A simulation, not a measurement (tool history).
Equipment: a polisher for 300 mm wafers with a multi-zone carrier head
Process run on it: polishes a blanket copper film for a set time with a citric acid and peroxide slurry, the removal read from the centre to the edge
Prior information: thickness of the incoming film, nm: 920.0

| run | hour | flow of slurry (ml/min) | pressure of the head's centre zone | pressure of the head's middle zone | pressure of the head's edge zone | abrasive content of the slurry | polishing time (s) | film removed at the wafer's centre (angstrom) | film removed at mid-radius (angstrom) | film removed at the wafer's edge (angstrom) |
|---|---|---|---|---|---|---|---|---|---|---|
| 1 | 0.0 | 180 | 1.00 | 1.00 | 1.00 | 1.00 | 71 | 1202.50 | 1160.1 | 1185.70 |
| 2 | 7.2 | 180 | 1.09 | 1.00 | 1.00 | 1.00 | 71 | 1292.10 | 1164.9 | 1197.20 |
| 3 | 10.2 | 175 | 1.03 | 1.03 | 0.96 | 0.85 | 69 | 1153.50 | 1105.3 | 1078.00 |
| 4 | 16.3 | 165 | 0.98 | 1.05 | 0.93 | 0.80 | 69 | 1059.10 | 1106.5 | 1049.40 |
| 5 | 17.1 | 120 | 0.98 | 1.05 | 0.93 | 0.80 | 69 | 1037.20 | 1048.0 | 1008.60 |
| 6 | 22.4 | 120 | 0.98 | 1.05 | 0.97 | 0.80 | 69 | 1015.90 | 1054.5 | 1016.40 |
| 7 | 27.4 | 120 | 0.98 | 1.05 | 0.97 | 0.80 | 69 | 1005.90 | 1045.9 | 1028.20 |

Run 8 is up next; what results do you expect?
| 8 | 28.0 | 120 | 0.96 | 1.07 | 0.94 | 0.70 | 69 | ? | ? | ? |

Run 8 produced film removed at the wafer's centre (angstrom) 967.92, film removed at mid-radius (angstrom) 1031.2, film removed at the wafer's edge (angstrom) 986.47.
